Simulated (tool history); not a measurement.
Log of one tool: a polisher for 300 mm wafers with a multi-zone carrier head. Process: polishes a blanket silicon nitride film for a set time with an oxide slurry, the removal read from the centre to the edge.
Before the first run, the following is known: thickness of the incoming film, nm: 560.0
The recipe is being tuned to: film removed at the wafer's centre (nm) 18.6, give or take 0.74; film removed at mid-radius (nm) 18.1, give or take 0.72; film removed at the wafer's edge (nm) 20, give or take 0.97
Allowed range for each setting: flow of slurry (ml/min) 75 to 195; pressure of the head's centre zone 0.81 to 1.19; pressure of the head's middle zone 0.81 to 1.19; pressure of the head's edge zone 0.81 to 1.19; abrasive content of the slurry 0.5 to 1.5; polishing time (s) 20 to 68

| run | hour | flow of slurry (ml/min) | pressure of the head's centre zone | pressure of the head's middle zone | pressure of the head's edge zone | abrasive content of the slurry | polishing time (s) | film removed at the wafer's centre (nm) | film removed at mid-radius (nm) | film removed at the wafer's edge (nm) |
|---|---|---|---|---|---|---|---|---|---|---|
| 1 | 0 | 125 | 1 | 1 | 1 | 1 | 44 | 23.152 | 22.386 | 23.744 |
| 2 | 3.6 | 120 | 0.98 | 0.98 | 0.98 | 0.95 | 44 | 22.299 | 21.488 | 22.357 |
| 3 | 10.6 | 120 | 0.92 | 0.98 | 0.98 | 0.95 | 44 | 20.914 | 21.518 | 22.478 |
| 4 | 15.8 | 105 | 0.92 | 0.98 | 0.98 | 0.95 | 44 | 19.809 | 21.46 | 22.093 |
| 5 | 17 | 105 | 0.92 | 0.98 | 1.03 | 0.95 | 44 | 20.157 | 21.312 | 22.504 |
| 6 | 17.6 | 105 | 0.92 | 0.98 | 1.03 | 0.95 | 51 | 23.362 | 24.61 | 26.685 |
| 7 | 25.1 | 105 | 0.92 | 0.95 | 1.01 | 0.85 | 51 | 22.445 | 22.881 | 24.842 |
| 8 | 28.4 | 100 | 0.91 | 0.93 | 1 | 0.8 | 51 | 21.411 | 21.803 | 24.16 |
| 9 | 34.6 | 95 | 0.93 | 0.88 | 0.9 | 0.55 | 50 | 18.282 | 17.268 | 18.763 |

Exactly one of the 5 candidate moves below puts every result within its allowed miss. Which one?
| A | 40.8 | 90 | 0.93 | 0.83 | 0.98 | 0.55 | 51 | ? | ? | ? |
| B | 40.8 | 105 | 1.01 | 0.97 | 0.81 | 0.6 | 45 | ? | ? | ? |
| C | 40.8 | 75 | 0.96 | 0.94 | 0.96 | 0.5 | 55 | ? | ? | ? |
| D | 40.8 | 110 | 0.95 | 1.03 | 0.82 | 0.5 | 48 | ? | ? | ? |
| E | 40.8 | 110 | 0.99 | 1.07 | 0.81 | 0.55 | 47 | ? | ? | ? |

| move | film removed at the wafer's centre (nm) | film removed at mid-radius (nm) | film removed at the wafer's edge (nm) |
|---|---|---|---|
| A | 18.445 | 16.176 | 20.094 |
| B | 18.999 | 17.379 | 17.187 |
| C | 18.837 | 17.849 | 20.047 |
| D | 17.87 | 18.236 | 17.169 |
| E | 18.971 | 19.194 | 17.395 |
A: gets the furthest-off result to its target, but another result is out of tolerance
B: further off than the last run
C: meets every target
D: further off than the last run
E: further off than the last run
C meets every target.
